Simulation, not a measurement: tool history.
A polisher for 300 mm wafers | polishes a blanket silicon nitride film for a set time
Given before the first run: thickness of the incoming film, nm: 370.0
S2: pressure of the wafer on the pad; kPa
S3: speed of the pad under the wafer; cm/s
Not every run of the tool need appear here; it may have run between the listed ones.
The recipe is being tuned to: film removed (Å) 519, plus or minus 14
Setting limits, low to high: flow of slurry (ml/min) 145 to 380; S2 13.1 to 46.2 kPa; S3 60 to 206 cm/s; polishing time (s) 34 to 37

run 1 hour=0 | flow_of_slurry_(ml/min)=245 S2=29.6 S3=132 polishing_time_(s)=37 | film_removed_(Å)=882.6
run 2 hour=7.1 | flow_of_slurry_(ml/min)=245 S2=29.6 S3=102 polishing_time_(s)=37 | film_removed_(Å)=777.48
run 3 hour=13.4 | flow_of_slurry_(ml/min)=245 S2=33.8 S3=102 polishing_time_(s)=37 | film_removed_(Å)=868.39
run 4 hour=20.3 | flow_of_slurry_(ml/min)=245 S2=33.8 S3=102 polishing_time_(s)=34 | film_removed_(Å)=799.4
run 5 hour=22.9 | flow_of_slurry_(ml/min)=245 S2=32.4 S3=102 polishing_time_(s)=34 | film_removed_(Å)=784.16
run 6 hour=31.4 | flow_of_slurry_(ml/min)=245 S2=31 S3=102 polishing_time_(s)=34 | film_removed_(Å)=739.02
run 7 hour=37.3 | flow_of_slurry_(ml/min)=245 S2=29.6 S3=102 polishing_time_(s)=34 | film_removed_(Å)=708.08
run 8 hour=38.8 | flow_of_slurry_(ml/min)=245 S2=29.6 S3=102 polishing_time_(s)=34 | film_removed_(Å)=710.29
run 9 hour=44.2 | flow_of_slurry_(ml/min)=245 S2=28.3 S3=102 polishing_time_(s)=34 | film_removed_(Å)=684.45
run 10 hour=51 | flow_of_slurry_(ml/min)=245 S2=27.6 S3=102 polishing_time_(s)=34 | film_removed_(Å)=662.75
run 11 hour=59.8 | flow_of_slurry_(ml/min)=245 S2=26.9 S3=102 polishing_time_(s)=34 | film_removed_(Å)=638.23
run 12 hour=60.9 | flow_of_slurry_(ml/min)=245 S2=26.9 S3=102 polishing_time_(s)=34 | film_removed_(Å)=649
run 13 hour=68.5 | flow_of_slurry_(ml/min)=245 S2=26.2 S3=102 polishing_time_(s)=34 | film_removed_(Å)=639.9
run 14 hour=74.1 | flow_of_slurry_(ml/min)=245 S2=25.5 S3=102 polishing_time_(s)=34 | film_removed_(Å)=616.44
run 15 hour=80.1 | flow_of_slurry_(ml/min)=245 S2=24.8 S3=102 polishing_time_(s)=34 | film_removed_(Å)=595.82
run 16 hour=87.1 | flow_of_slurry_(ml/min)=245 S2=24.1 S3=102 polishing_time_(s)=34 | film_removed_(Å)=579
run 17 hour=90.6 | flow_of_slurry_(ml/min)=240 S2=22.8 S3=102 polishing_time_(s)=34 | film_removed_(Å)=550.77
run 18 hour=99 | flow_of_slurry_(ml/min)=235 S2=22.8 S3=102 polishing_time_(s)=34 | film_removed_(Å)=543.8
run 19 hour=100.7 | flow_of_slurry_(ml/min)=230 S2=22.8 S3=102 polishing_time_(s)=34 | film_removed_(Å)=544.62
run 20 hour=108.7 | flow_of_slurry_(ml/min)=225 S2=22.8 S3=102 polishing_time_(s)=34 | film_removed_(Å)=543.16
run 21 hour=112.1 | flow_of_slurry_(ml/min)=220 S2=22.8 S3=102 polishing_time_(s)=34 | film_removed_(Å)=548.44
run 22 hour=114.4 | flow_of_slurry_(ml/min)=220 S2=20.7 S3=102 polishing_time_(s)=34 | film_removed_(Å)=498.2
run 23 hour=119.4 | flow_of_slurry_(ml/min)=225 S2=20.7 S3=102 polishing_time_(s)=34 | film_removed_(Å)=499.66
run 24 hour=124.5 | flow_of_slurry_(ml/min)=230 S2=20.7 S3=102 polishing_time_(s)=34 | film_removed_(Å)=502.58
run 25 hour=126.5 | flow_of_slurry_(ml/min)=240 S2=20.7 S3=102 polishing_time_(s)=34 | film_removed_(Å)=506.73

5 candidate next runs follow, results not yet known. Just one meets every target within its allowed miss. Identify it.
run A hour=128.5 | flow_of_slurry_(ml/min)=270 S2=17.2 S3=120 polishing_time_(s)=36 | film_removed_(Å)=?
run B hour=128.5 | flow_of_slurry_(ml/min)=180 S2=21.4 S3=98 polishing_time_(s)=34 | film_removed_(Å)=?
run C hour=128.5 | flow_of_slurry_(ml/min)=265 S2=19.3 S3=110 polishing_time_(s)=34 | film_removed_(Å)=?
run D hour=128.5 | flow_of_slurry_(ml/min)=240 S2=20 S3=100 polishing_time_(s)=34 | film_removed_(Å)=?
run E hour=128.5 | flow_of_slurry_(ml/min)=250 S2=21.4 S3=86 polishing_time_(s)=37 | film_removed_(Å)=?

move=A film_removed_(Å)=489.43
move=B film_removed_(Å)=485.79
move=C film_removed_(Å)=491.84
move=D film_removed_(Å)=480
move=E film_removed_(Å)=521.87
A: moves away from the targets compared with the last run
B: moves away from the targets compared with the last run
C: moves away from the targets compared with the last run
D: moves away from the targets compared with the last run
E: every result within its allowed miss
Go with E: it meets all targets.
